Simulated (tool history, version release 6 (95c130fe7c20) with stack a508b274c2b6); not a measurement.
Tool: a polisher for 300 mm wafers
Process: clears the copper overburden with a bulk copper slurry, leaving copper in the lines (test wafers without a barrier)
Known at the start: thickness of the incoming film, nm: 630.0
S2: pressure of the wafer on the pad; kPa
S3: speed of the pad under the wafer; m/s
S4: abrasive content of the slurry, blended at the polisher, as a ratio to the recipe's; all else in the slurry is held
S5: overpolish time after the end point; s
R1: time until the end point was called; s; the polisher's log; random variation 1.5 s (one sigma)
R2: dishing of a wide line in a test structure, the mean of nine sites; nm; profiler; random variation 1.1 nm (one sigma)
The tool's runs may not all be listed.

{"run": 1, "day": 0.0, "flow of slurry (ml/min)": 210, "S2": 16.5, "S3": 1.02, "S4": 1, "S5": 24, "R1": 94.43, "R2": 81.386}
{"run": 2, "day": 0.129, "flow of slurry (ml/min)": 210, "S2": 20, "S3": 1.02, "S4": 1, "S5": 24, "R1": 76.846, "R2": 92.736}
{"run": 3, "day": 0.471, "flow of slurry (ml/min)": 210, "S2": 22.1, "S3": 1.02, "S4": 1, "S5": 24, "R1": 70.435, "R2": 98.948}
{"run": 4, "day": 0.65, "flow of slurry (ml/min)": 210, "S2": 22.1, "S3": 1.02, "S4": 1, "S5": 19, "R1": 69.56, "R2": 86.858}
{"run": 5, "day": 0.858, "flow of slurry (ml/min)": 210, "S2": 20, "S3": 1.02, "S4": 1, "S5": 19, "R1": 77.905, "R2": 79.507}
{"run": 6, "day": 1.083, "flow of slurry (ml/min)": 235, "S2": 20, "S3": 1.02, "S4": 1, "S5": 19, "R1": 75.211, "R2": 80.722}
{"run": 7, "day": 1.25, "flow of slurry (ml/min)": 225, "S2": 20, "S3": 1.02, "S4": 1, "S5": 21, "R1": 76.029, "R2": 84.64}
{"run": 8, "day": 1.288, "flow of slurry (ml/min)": 215, "S2": 20, "S3": 1.02, "S4": 1, "S5": 22, "R1": 79.802, "R2": 88.039}
{"run": 9, "day": 1.592, "flow of slurry (ml/min)": 210, "S2": 20, "S3": 1.02, "S4": 1, "S5": 23, "R1": 77.351, "R2": 89.143}
{"day": 1.712, "done": "slurry blender recalibrated"}
{"run": 10, "day": 1.712, "flow of slurry (ml/min)": 205, "S2": 20, "S3": 1.02, "S4": 1, "S5": 24, "R1": 73.356, "R2": 92.304}
{"run": 11, "day": 1.779, "flow of slurry (ml/min)": 215, "S2": 19.3, "S3": 1.02, "S4": 1, "S5": 25, "R1": 76.987, "R2": 92.894}

Run 12 comes next. What will it give?
{"run": 12, "day": 2.138, "flow of slurry (ml/min)": 205, "S2": 19.3, "S3": 1.02, "S4": 1, "S5": 26, "R1": "?", "R2": "?"}

{"run 12": {"R1": 77.552, "R2": 96.419}}
